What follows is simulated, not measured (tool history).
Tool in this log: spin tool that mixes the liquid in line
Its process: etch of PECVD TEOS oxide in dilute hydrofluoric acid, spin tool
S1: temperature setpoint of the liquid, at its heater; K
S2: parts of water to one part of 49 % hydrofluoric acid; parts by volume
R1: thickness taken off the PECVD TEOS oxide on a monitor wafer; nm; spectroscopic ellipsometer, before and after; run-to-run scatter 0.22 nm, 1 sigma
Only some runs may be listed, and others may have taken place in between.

run 1 hour=0.0 | S1=299.15 S2=85 time_under_the_liquid_(s)=40 | R1=10.537
run 2 hour=6.0 | S1=301.15 S2=75 time_under_the_liquid_(s)=40 | R1=12.980
run 3 hour=13.6 | S1=302.65 S2=70 time_under_the_liquid_(s)=40 | R1=15.055
run 4 hour=16.4 | S1=303.65 S2=65 time_under_the_liquid_(s)=40 | R1=16.757
run 5 hour=21.0 | S1=304.65 S2=60 time_under_the_liquid_(s)=40 | R1=19.117
run 6 hour=22.8 | S1=305.15 S2=60 time_under_the_liquid_(s)=40 | R1=19.593

Estimate the outcome of run 7 from the log above:
run 7 hour=25.4 | S1=305.65 S2=60 time_under_the_liquid_(s)=40 | R1=?

{"run 7": {"R1": 20.026}}

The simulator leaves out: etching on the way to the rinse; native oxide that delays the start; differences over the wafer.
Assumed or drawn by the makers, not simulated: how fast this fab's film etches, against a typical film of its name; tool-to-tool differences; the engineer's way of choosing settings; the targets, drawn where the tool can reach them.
